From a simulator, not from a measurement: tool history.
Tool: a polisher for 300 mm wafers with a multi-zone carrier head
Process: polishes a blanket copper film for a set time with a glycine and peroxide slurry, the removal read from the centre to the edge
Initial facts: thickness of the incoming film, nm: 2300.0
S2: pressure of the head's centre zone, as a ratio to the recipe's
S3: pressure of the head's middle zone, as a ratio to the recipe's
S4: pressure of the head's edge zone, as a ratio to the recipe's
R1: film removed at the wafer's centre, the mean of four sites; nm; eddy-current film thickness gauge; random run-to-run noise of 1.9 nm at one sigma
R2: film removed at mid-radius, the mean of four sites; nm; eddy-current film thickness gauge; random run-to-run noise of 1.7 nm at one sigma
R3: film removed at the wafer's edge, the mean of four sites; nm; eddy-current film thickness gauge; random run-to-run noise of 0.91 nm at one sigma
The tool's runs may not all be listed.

{"run": 1, "hour": 0.0, "flow of slurry (ml/min)": 180, "S2": 1, "S3": 1, "S4": 1, "polishing time (s)": 39, "R1": 197.44, "R2": 203.54, "R3": 198.41}
{"run": 2, "hour": 6.4, "flow of slurry (ml/min)": 150, "S2": 1, "S3": 1, "S4": 1, "polishing time (s)": 39, "R1": 188.41, "R2": 199.02, "R3": 194.26}
{"run": 3, "hour": 8.4, "flow of slurry (ml/min)": 150, "S2": 1, "S3": 1, "S4": 1, "polishing time (s)": 43, "R1": 208.6, "R2": 217.27, "R3": 215.27}
{"run": 4, "hour": 16.9, "flow of slurry (ml/min)": 150, "S2": 1, "S3": 1, "S4": 1, "polishing time (s)": 36, "R1": 179.54, "R2": 179.46, "R3": 178.53}
{"run": 5, "hour": 23.7, "flow of slurry (ml/min)": 145, "S2": 1, "S3": 0.98, "S4": 0.98, "polishing time (s)": 34, "R1": 165, "R2": 169.09, "R3": 164.61}
{"run": 6, "hour": 32.2, "flow of slurry (ml/min)": 130, "S2": 1, "S3": 0.98, "S4": 0.98, "polishing time (s)": 34, "R1": 158.68, "R2": 163.93, "R3": 165.06}
{"run": 7, "hour": 39.4, "flow of slurry (ml/min)": 135, "S2": 1.02, "S3": 0.95, "S4": 0.96, "polishing time (s)": 33, "R1": 160.5, "R2": 153.13, "R3": 159.27}
{"run": 8, "hour": 45.5, "flow of slurry (ml/min)": 140, "S2": 1.03, "S3": 0.94, "S4": 0.94, "polishing time (s)": 32, "R1": 159.66, "R2": 152.1, "R3": 152.68}
{"run": 9, "hour": 47.8, "flow of slurry (ml/min)": 140, "S2": 1.03, "S3": 0.94, "S4": 0.94, "polishing time (s)": 32, "R1": 157.98, "R2": 148.59, "R3": 153.11}
{"run": 10, "hour": 49.8, "flow of slurry (ml/min)": 130, "S2": 1.07, "S3": 0.86, "S4": 0.84, "polishing time (s)": 28, "R1": 143.21, "R2": 123.33, "R3": 127.45}
{"run": 11, "hour": 50.9, "flow of slurry (ml/min)": 135, "S2": 1.07, "S3": 0.86, "S4": 0.85, "polishing time (s)": 28, "R1": 140.26, "R2": 122.44, "R3": 127.22}
{"run": 12, "hour": 55.8, "flow of slurry (ml/min)": 160, "S2": 1.11, "S3": 0.87, "S4": 0.9, "polishing time (s)": 29, "R1": 162.68, "R2": 127.34, "R3": 137.63}
{"run": 13, "hour": 56.6, "flow of slurry (ml/min)": 155, "S2": 1.1, "S3": 0.87, "S4": 0.89, "polishing time (s)": 29, "R1": 153.62, "R2": 130.96, "R3": 137.15}

Run 14 has not been measured yet. What should we expect?
{"run": 14, "hour": 60.4, "flow of slurry (ml/min)": 150, "S2": 1.1, "S3": 0.87, "S4": 0.89, "polishing time (s)": 29, "R1": "?", "R2": "?", "R3": "?"}

Run 14 produced R1 156.49 nm, R2 129.21 nm, R3 137.28 nm.
